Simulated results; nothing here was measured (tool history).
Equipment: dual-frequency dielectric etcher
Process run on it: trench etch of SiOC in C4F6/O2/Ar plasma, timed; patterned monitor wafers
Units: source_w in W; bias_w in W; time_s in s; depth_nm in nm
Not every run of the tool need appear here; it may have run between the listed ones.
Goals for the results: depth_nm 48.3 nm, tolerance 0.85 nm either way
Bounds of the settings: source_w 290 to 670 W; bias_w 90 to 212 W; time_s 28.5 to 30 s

Run 1, hour 0: source_w 480 W, bias_w 151 W, time_s 28.5 s. Result: depth_nm 54.905 nm.
Run 2, hour 5.6: source_w 460 W, bias_w 150 W, time_s 28.5 s. Result: depth_nm 54.341 nm.
Run 3, hour 8.4: source_w 460 W, bias_w 135 W, time_s 28.5 s. Result: depth_nm 51.684 nm.
Run 4, hour 15.6: source_w 450 W, bias_w 135 W, time_s 28.5 s. Result: depth_nm 50.968 nm.
Run 5, hour 17.3: source_w 440 W, bias_w 135 W, time_s 28.5 s. Result: depth_nm 50.817 nm.
Run 6, hour 25.2: source_w 440 W, bias_w 159 W, time_s 28.5 s. Result: depth_nm 54.892 nm.
Run 7, hour 31.3: source_w 440 W, bias_w 159 W, time_s 28.5 s. Result: depth_nm 54.657 nm.
Run 8, hour 33.2: source_w 420 W, bias_w 158 W, time_s 28.5 s. Result: depth_nm 54.275 nm.
Run 9, hour 36.8: source_w 410 W, bias_w 156 W, time_s 28.5 s. Result: depth_nm 53.235 nm.
Run 10, hour 45.2: source_w 400 W, bias_w 155 W, time_s 28.5 s. Result: depth_nm 52.307 nm.
Run 11, hour 49.8: source_w 390 W, bias_w 155 W, time_s 28.5 s. Result: depth_nm 52.445 nm.
Run 12, hour 56.3: source_w 290 W, bias_w 142 W, time_s 28.5 s. Result: depth_nm 45.588 nm.
Run 13, hour 62.4: source_w 290 W, bias_w 142 W, time_s 28.5 s. Result: depth_nm 45.659 nm.
Run 14, hour 68.2: source_w 300 W, bias_w 142 W, time_s 28.5 s. Result: depth_nm 46.637 nm.

Exercise: of the 5 proposed moves below, exactly one satisfies all targets within the stated allowed misses. Which move is it?
Run A, hour 74: source_w 290 W, bias_w 135 W, time_s 29 s. Result: depth_nm ?.
Run B, hour 74: source_w 290 W, bias_w 130 W, time_s 30 s. Result: depth_nm ?.
Run C, hour 74: source_w 290 W, bias_w 148 W, time_s 28.5 s. Result: depth_nm ?.
Run D, hour 74: source_w 310 W, bias_w 152 W, time_s 29.5 s. Result: depth_nm ?.
Run E, hour 74: source_w 370 W, bias_w 127 W, time_s 29.5 s. Result: depth_nm ?.

move  depth_nm
   A    45.575
   B    46.251
   C    46.892
   D    50.153
   E    48.433
A: the biggest miss grows against the last run
B: the biggest miss grows against the last run
C: an improvement on the last run, though not all results are within tolerance
D: carries the result that was furthest off beyond its target, to the other side
E: in spec on every target
The right move is E.
